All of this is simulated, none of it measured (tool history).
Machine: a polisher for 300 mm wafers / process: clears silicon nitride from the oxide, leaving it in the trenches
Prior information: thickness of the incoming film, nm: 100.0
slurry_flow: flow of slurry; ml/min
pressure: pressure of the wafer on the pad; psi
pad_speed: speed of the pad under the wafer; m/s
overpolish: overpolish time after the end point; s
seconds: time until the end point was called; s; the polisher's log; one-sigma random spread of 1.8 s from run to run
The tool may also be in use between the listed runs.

run,day,slurry_flow,pressure,pad_speed,overpolish,seconds
1,0,215,3.4,1.06,6,87.854
2,0.025,215,3.3,1.06,6,91.202
3,0.075,195,3.3,1.06,6,93.187
4,0.2,215,3.3,1.06,6,93.319
5,0.471,215,4,1.06,6,77.165
6,0.712,215,3.4,1.06,6,84.876
7,1.058,215,3.4,1.06,6,87.127
# day 1.412: slurry nozzle cleaned
8,1.412,210,3.3,1.06,6,85.625
9,1.504,210,3.1,1.04,6,94.825
10,1.783,210,3,1.04,6,93.961
11,1.888,210,2.9,1.04,6,99.038

Run 12 comes next. What will it give?
12,2.125,210,2.8,1.04,6,?

Run 12 gave seconds 97.035 s.
